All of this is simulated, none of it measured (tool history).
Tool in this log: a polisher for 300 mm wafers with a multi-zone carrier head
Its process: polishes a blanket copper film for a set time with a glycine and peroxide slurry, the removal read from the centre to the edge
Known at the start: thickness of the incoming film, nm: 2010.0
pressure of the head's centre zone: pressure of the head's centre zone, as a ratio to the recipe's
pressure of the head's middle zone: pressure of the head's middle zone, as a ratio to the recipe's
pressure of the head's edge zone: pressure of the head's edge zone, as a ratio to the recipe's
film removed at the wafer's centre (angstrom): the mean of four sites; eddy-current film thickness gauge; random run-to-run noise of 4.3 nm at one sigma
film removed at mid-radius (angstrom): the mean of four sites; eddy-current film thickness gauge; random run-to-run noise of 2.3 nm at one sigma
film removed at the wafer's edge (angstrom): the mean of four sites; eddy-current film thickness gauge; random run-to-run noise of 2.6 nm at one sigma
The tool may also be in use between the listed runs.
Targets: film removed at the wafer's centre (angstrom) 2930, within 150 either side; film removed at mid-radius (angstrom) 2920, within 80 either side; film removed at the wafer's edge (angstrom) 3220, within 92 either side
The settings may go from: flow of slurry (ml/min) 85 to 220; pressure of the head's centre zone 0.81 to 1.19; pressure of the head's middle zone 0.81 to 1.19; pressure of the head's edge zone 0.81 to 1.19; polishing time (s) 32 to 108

| run | day | flow of slurry (ml/min) | pressure of the head's centre zone | pressure of the head's middle zone | pressure of the head's edge zone | polishing time (s) | film removed at the wafer's centre (angstrom) | film removed at mid-radius (angstrom) | film removed at the wafer's edge (angstrom) |
|---|---|---|---|---|---|---|---|---|---|
| 1 | 0 | 140 | 1 | 1 | 1 | 70 | 2550.5 | 2636.4 | 2547.2 |
| 2 | 0.062 | 140 | 0.97 | 1 | 1 | 70 | 2476 | 2617.5 | 2595.6 |
| 3 | 0.312 | 155 | 0.97 | 1 | 1 | 70 | 2519.1 | 2636.9 | 2614.1 |
| 4 | 0.688 | 155 | 0.97 | 1 | 1 | 76 | 2709.9 | 2875.7 | 2821.6 |
| 5 | 0.983 | 155 | 0.97 | 1 | 0.91 | 76 | 2860.1 | 2903.8 | 2728 |
| 6 | 1.108 | 155 | 0.97 | 1 | 0.91 | 82 | 2981.7 | 3123.1 | 2924.2 |
| 7 | 1.233 | 155 | 0.96 | 0.97 | 0.94 | 83 | 3009.4 | 3096.6 | 3010.5 |
| 8 | 1.488 | 155 | 0.95 | 0.94 | 0.97 | 84 | 3022.7 | 3000.6 | 3093.5 |
| 9 | 1.642 | 155 | 0.95 | 0.94 | 0.97 | 84 | 2928.3 | 3006.5 | 3123.2 |

Exercise: of the 5 proposed moves below, exactly one satisfies all targets within the stated allowed misses. Which move is it?
| A | 1.796 | 185 | 0.95 | 0.92 | 0.99 | 80 | ? | ? | ? |
| B | 1.796 | 110 | 0.94 | 0.95 | 1.05 | 92 | ? | ? | ? |
| C | 1.796 | 160 | 0.93 | 1 | 0.94 | 84 | ? | ? | ? |
| D | 1.796 | 140 | 0.85 | 0.98 | 0.89 | 84 | ? | ? | ? |
| E | 1.796 | 190 | 0.91 | 0.88 | 1.05 | 83 | ? | ? | ? |

| move | film removed at the wafer's centre (angstrom) | film removed at mid-radius (angstrom) | film removed at the wafer's edge (angstrom) |
|---|---|---|---|
| A | 2975.6 | 2904.1 | 3007.2 |
| B | 3009.3 | 3092.3 | 3286.5 |
| C | 2977.9 | 3192.9 | 3038.2 |
| D | 2642.5 | 3062.2 | 2924.5 |
| E | 2968.9 | 2916.1 | 3204.7 |
A: corrects the largest miss of the last run, while another result sits out of spec
B: misses by more than the last run did
C: misses by more than the last run did
D: misses by more than the last run did
E: in spec on every target
Go with E: it meets all targets.

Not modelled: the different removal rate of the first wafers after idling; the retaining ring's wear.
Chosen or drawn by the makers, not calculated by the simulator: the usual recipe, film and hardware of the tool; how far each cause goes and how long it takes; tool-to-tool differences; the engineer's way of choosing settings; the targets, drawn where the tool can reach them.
